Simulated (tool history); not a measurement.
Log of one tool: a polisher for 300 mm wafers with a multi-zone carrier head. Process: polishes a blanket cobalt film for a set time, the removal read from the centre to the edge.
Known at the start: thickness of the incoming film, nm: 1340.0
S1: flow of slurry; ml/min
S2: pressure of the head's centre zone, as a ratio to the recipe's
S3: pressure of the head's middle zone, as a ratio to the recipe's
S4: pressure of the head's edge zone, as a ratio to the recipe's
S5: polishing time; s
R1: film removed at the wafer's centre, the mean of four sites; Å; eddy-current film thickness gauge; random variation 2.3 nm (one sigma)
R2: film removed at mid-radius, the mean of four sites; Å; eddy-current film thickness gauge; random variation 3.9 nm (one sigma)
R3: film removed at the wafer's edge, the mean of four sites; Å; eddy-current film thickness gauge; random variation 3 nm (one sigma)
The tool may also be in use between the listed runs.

run,hour,S1,S2,S3,S4,S5,R1,R2,R3
1,0,140,1,1,1,62,2611.2,2662.7,2605.4
2,6.8,140,1,1,1,48,2034.8,2040.7,2017.9
3,9.2,150,1.02,1.03,1.02,52,2238,2301.2,2212.5
4,13.5,150,1.02,1.07,1.02,52,2232.4,2367.6,2194.7
5,17.8,160,1.04,1.09,1.04,55,2450.4,2563.5,2404.2
6,20.2,160,1.04,1.09,1.08,55,2434.8,2585,2432.5
7,26.8,170,1.05,1.11,1.08,58,2617.4,2791.8,2558.2

The next listed run, before its measurement:
8,33.4,170,1.05,1.11,1.08,58,?,?,?

{"run 8": {"R1": 2605.4, "R2": 2760.6, "R3": 2631.1}}
